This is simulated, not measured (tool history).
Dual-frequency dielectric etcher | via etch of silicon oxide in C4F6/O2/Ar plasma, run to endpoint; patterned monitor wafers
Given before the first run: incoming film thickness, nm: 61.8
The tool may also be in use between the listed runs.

Run 1, hour 0.0: bias power (kW) 0.618, source power (kW) 0.270, Ar flow (sccm) 377. Result: endpoint time (s) 15.543.
Run 2, hour 5.0: bias power (kW) 0.618, source power (kW) 0.270, Ar flow (sccm) 413. Result: endpoint time (s) 15.737.
Run 3, hour 9.5: bias power (kW) 0.618, source power (kW) 0.240, Ar flow (sccm) 413. Result: endpoint time (s) 16.905.
Run 4, hour 16.2: bias power (kW) 0.618, source power (kW) 0.270, Ar flow (sccm) 413. Result: endpoint time (s) 15.766.
Run 5, hour 21.5: bias power (kW) 0.661, source power (kW) 0.270, Ar flow (sccm) 412. Result: endpoint time (s) 15.033.
Run 6, hour 26.0: bias power (kW) 0.679, source power (kW) 0.270, Ar flow (sccm) 412. Result: endpoint time (s) 14.863.

Expected results for the next run?
Run 7, hour 27.7: bias power (kW) 0.695, source power (kW) 0.270, Ar flow (sccm) 412. Result: endpoint time (s) ?.

{"run 7": {"endpoint time (s)": 14.596}}
